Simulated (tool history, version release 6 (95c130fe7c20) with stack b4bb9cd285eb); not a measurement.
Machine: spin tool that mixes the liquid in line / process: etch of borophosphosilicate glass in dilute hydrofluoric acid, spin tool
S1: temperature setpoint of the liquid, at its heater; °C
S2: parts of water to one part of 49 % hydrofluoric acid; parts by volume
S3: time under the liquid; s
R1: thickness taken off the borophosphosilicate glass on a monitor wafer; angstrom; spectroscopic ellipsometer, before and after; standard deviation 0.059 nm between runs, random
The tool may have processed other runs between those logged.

run,hour,S1,S2,S3,R1
1,0.0,23.0,120,15,101.630
2,7.7,22.5,120,15,99.596
3,16.7,22.5,120,15,99.506
4,20.4,22.5,85,15,144.690
5,22.8,22.0,90,15,134.610
6,24.7,20.5,90,15,125.960
7,32.1,17.0,115,15,83.342

Expected results for the next run?
8,38.7,18.0,115,15,?

Run 8 produced R1 85.661 angstrom.
